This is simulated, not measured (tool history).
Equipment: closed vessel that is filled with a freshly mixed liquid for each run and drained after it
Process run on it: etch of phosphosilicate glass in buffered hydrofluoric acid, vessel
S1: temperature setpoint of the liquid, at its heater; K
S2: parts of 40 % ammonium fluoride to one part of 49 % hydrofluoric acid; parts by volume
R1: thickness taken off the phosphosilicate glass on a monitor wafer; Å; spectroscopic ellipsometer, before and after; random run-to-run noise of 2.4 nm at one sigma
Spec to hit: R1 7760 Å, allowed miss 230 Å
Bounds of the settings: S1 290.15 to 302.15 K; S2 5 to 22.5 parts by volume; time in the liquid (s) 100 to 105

{"run": 1, "hour": 0.0, "S1": 294.15, "S2": 13.5, "time in the liquid (s)": 100, "R1": 3646.1}
{"run": 2, "hour": 1.9, "S1": 296.15, "S2": 12.5, "time in the liquid (s)": 100, "R1": 4404.9}
{"run": 3, "hour": 8.3, "S1": 296.15, "S2": 12.5, "time in the liquid (s)": 100, "R1": 4422.4}
{"run": 4, "hour": 11.0, "S1": 297.65, "S2": 11.5, "time in the liquid (s)": 100, "R1": 5202.4}
{"run": 5, "hour": 17.0, "S1": 297.65, "S2": 13, "time in the liquid (s)": 100, "R1": 4608}
{"run": 6, "hour": 20.0, "S1": 298.65, "S2": 12, "time in the liquid (s)": 100, "R1": 5248.6}
{"run": 7, "hour": 27.0, "S1": 299.65, "S2": 11.5, "time in the liquid (s)": 100, "R1": 5790.2}
{"run": 8, "hour": 35.5, "S1": 300.15, "S2": 11, "time in the liquid (s)": 100, "R1": 6202.5}
{"run": 9, "hour": 43.3, "S1": 302.15, "S2": 9, "time in the liquid (s)": 100, "R1": 8091.8}

Which single option among these 5 for the next run brings every result within its allowed miss of target? Just one does.
{"run": "A", "hour": 51.1, "S1": 299.15, "S2": 8.5, "time in the liquid (s)": 105, "R1": "?"}
{"run": "B", "hour": 51.1, "S1": 302.15, "S2": 8.5, "time in the liquid (s)": 100, "R1": "?"}
{"run": "C", "hour": 51.1, "S1": 302.15, "S2": 10.5, "time in the liquid (s)": 100, "R1": "?"}
{"run": "D", "hour": 51.1, "S1": 298.65, "S2": 8.5, "time in the liquid (s)": 100, "R1": "?"}
{"run": "E", "hour": 51.1, "S1": 302.15, "S2": 11, "time in the liquid (s)": 105, "R1": "?"}

move=A R1=7684.5
move=B R1=8586.3
move=C R1=7203.9
move=D R1=7124.1
move=E R1=7229.3
A: in spec on every target
B: the biggest miss grows against the last run
C: pushes the last run's worst result past its target
D: pushes the last run's worst result past its target
E: pushes the last run's worst result past its target
The move that meets every target is A.
